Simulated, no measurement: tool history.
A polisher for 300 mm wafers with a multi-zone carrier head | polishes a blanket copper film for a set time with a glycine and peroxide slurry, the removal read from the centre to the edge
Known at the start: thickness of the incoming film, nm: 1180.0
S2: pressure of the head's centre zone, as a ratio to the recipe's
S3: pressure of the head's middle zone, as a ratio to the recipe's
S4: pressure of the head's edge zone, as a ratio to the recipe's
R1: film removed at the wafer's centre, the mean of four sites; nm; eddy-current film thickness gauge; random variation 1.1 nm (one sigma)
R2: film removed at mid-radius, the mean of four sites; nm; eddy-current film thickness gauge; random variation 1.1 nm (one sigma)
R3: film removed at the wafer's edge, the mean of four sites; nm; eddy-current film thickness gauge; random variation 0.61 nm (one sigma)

{"run": 1, "hour": 0.0, "flow of slurry (ml/min)": 235, "S2": 1.0, "S3": 1.0, "S4": 1.0, "polishing time (s)": 35, "R1": 149.28, "R2": 147.99, "R3": 155.05}
{"run": 2, "hour": 6.9, "flow of slurry (ml/min)": 280, "S2": 1.0, "S3": 1.0, "S4": 1.0, "polishing time (s)": 35, "R1": 153.6, "R2": 149.91, "R3": 153.38}
{"run": 3, "hour": 8.6, "flow of slurry (ml/min)": 290, "S2": 1.0, "S3": 0.99, "S4": 0.96, "polishing time (s)": 31, "R1": 136.01, "R2": 133.05, "R3": 134.96}
{"run": 4, "hour": 13.7, "flow of slurry (ml/min)": 290, "S2": 1.0, "S3": 0.99, "S4": 0.96, "polishing time (s)": 26, "R1": 114.67, "R2": 111.43, "R3": 113.39}
{"run": 5, "hour": 18.1, "flow of slurry (ml/min)": 290, "S2": 1.0, "S3": 0.99, "S4": 0.96, "polishing time (s)": 32, "R1": 140.19, "R2": 140.44, "R3": 139.83}
{"run": 6, "hour": 27.1, "flow of slurry (ml/min)": 290, "S2": 0.94, "S3": 0.99, "S4": 0.96, "polishing time (s)": 32, "R1": 132.84, "R2": 137.71, "R3": 140.13}
{"run": 7, "hour": 32.9, "flow of slurry (ml/min)": 300, "S2": 0.97, "S3": 0.99, "S4": 0.94, "polishing time (s)": 29, "R1": 125.12, "R2": 125.14, "R3": 125.72}

The next listed run, before its measurement:
{"run": 8, "hour": 37.7, "flow of slurry (ml/min)": 275, "S2": 1.0, "S3": 0.95, "S4": 0.84, "polishing time (s)": 23, "R1": "?", "R2": "?", "R3": "?"}

{"run 8": {"R1": 100.74, "R2": 96.022, "R3": 94.682}}

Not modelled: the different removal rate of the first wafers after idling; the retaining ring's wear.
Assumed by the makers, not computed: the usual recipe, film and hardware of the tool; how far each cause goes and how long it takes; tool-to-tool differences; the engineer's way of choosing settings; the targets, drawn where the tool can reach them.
